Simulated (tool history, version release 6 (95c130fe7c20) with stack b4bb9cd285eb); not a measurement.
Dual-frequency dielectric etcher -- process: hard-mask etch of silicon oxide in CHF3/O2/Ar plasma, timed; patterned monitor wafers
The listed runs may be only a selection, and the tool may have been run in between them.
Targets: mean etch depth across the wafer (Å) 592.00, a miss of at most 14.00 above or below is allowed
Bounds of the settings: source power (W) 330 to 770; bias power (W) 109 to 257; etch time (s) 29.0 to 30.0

| run | hour | source power (W) | bias power (W) | etch time (s) | mean etch depth across the wafer (Å) |
|---|---|---|---|---|---|
| 1 | 0.0 | 550 | 183 | 29.0 | 538.72 |
| 2 | 7.7 | 570 | 185 | 29.0 | 543.89 |
| 3 | 9.4 | 590 | 187 | 29.0 | 551.90 |
| 4 | 10.5 | 610 | 189 | 29.0 | 555.97 |
| 5 | 13.4 | 550 | 189 | 29.0 | 540.51 |
| 6 | 17.1 | 550 | 158 | 29.0 | 510.63 |
| 7 | 24.7 | 580 | 164 | 29.0 | 528.32 |
| 8 | 28.6 | 600 | 167 | 29.0 | 539.10 |
| 9 | 33.8 | 620 | 169 | 29.0 | 547.08 |

Which of these 5 next moves meets every target?
| A | 39.0 | 670 | 150 | 30.0 | ? |
| B | 39.0 | 490 | 149 | 30.0 | ? |
| C | 39.0 | 600 | 168 | 30.0 | ? |
| D | 39.0 | 630 | 162 | 29.5 | ? |
| E | 39.0 | 600 | 208 | 29.5 | ? |

| move | mean etch depth across the wafer (Å) |
|---|---|
| A | 559.64 |
| B | 504.98 |
| C | 558.83 |
| D | 552.04 |
| E | 588.30 |
A: an improvement on the last run, though not all results are within tolerance
B: the biggest miss grows against the last run
C: an improvement on the last run, though not all results are within tolerance
D: an improvement on the last run, though not all results are within tolerance
E: meets every target
So the answer is move E, the one that meets all the targets.
